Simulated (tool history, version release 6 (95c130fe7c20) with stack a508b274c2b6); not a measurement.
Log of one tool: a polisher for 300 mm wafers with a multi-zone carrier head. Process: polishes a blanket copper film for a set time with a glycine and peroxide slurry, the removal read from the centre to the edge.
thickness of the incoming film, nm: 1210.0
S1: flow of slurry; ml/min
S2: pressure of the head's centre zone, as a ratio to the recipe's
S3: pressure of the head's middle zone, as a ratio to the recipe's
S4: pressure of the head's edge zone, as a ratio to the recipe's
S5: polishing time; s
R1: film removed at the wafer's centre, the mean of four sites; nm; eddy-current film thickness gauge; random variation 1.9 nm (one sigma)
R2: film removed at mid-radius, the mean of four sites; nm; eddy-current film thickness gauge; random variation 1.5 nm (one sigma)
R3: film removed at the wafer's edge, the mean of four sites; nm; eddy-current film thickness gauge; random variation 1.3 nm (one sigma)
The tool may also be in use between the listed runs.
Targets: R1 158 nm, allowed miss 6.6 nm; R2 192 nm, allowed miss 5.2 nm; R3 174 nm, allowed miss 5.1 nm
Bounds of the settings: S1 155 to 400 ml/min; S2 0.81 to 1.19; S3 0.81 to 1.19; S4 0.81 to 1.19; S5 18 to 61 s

| run | hour | S1 | S2 | S3 | S4 | S5 | R1 | R2 | R3 |
|---|---|---|---|---|---|---|---|---|---|
| 1 | 0 | 255 | 1 | 1 | 1 | 39 | 200.92 | 209.11 | 205.03 |
| 2 | 5.4 | 255 | 1 | 1 | 1 | 44 | 225.58 | 235.89 | 230.65 |
| 3 | 13.9 | 250 | 0.96 | 1 | 0.96 | 42 | 212.43 | 220.94 | 217.39 |
| 4 | 21.5 | 250 | 0.96 | 1 | 0.99 | 42 | 212.17 | 222.66 | 219.74 |
| 5 | 25.7 | 250 | 0.93 | 1.03 | 0.99 | 39 | 189.87 | 213.36 | 203.13 |
| 6 | 26.8 | 250 | 0.93 | 0.97 | 0.99 | 39 | 190.49 | 200.43 | 203.29 |
| 7 | 34.8 | 250 | 0.93 | 0.97 | 0.99 | 39 | 191.33 | 198.81 | 203.92 |
| 8 | 36.1 | 245 | 0.91 | 1 | 0.97 | 38 | 179.5 | 200.69 | 196.54 |
| 9 | 37.9 | 215 | 0.85 | 0.99 | 0.87 | 36 | 160.66 | 183.11 | 175.17 |

4 next moves are on the table. One of them brings every result within its allowed miss. Which?
| A | 39.7 | 305 | 0.97 | 1.01 | 0.94 | 33 | ? | ? | ? |
| B | 39.7 | 275 | 0.9 | 0.96 | 0.92 | 34 | ? | ? | ? |
| C | 39.7 | 200 | 0.9 | 0.93 | 0.84 | 36 | ? | ? | ? |
| D | 39.7 | 235 | 0.88 | 1.08 | 0.97 | 34 | ? | ? | ? |

| move | R1 | R2 | R3 |
|---|---|---|---|
| A | 169.62 | 180.48 | 172.09 |
| B | 162.67 | 176.24 | 174.16 |
| C | 163.96 | 173.92 | 171.24 |
| D | 156.52 | 190.93 | 175.61 |
A: further off than the last run
B: further off than the last run
C: further off than the last run
D: meets every target
The right move is D.

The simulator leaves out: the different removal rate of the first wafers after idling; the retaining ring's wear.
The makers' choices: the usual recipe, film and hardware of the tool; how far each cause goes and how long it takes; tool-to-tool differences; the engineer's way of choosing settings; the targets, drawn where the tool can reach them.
